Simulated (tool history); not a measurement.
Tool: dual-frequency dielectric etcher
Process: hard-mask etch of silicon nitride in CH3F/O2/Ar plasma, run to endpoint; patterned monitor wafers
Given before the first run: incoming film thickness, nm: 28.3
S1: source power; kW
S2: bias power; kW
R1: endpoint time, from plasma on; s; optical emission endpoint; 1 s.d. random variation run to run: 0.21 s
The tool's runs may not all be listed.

| run | hour | S1 | S2 | R1 |
|---|---|---|---|---|
| 1 | 0.0 | 0.370 | 0.099 | 37.392 |
| 2 | 3.2 | 0.370 | 0.089 | 38.658 |
| 3 | 6.2 | 0.420 | 0.089 | 36.788 |
| 4 | 13.3 | 0.390 | 0.086 | 38.201 |
| 5 | 20.4 | 0.360 | 0.083 | 40.124 |
| 6 | 24.0 | 0.360 | 0.100 | 37.812 |
| 7 | 31.3 | 0.340 | 0.096 | 39.246 |

The next listed run, before its measurement:
| 8 | 33.2 | 0.320 | 0.094 | ? |

{"run 8": {"R1": 40.749}}
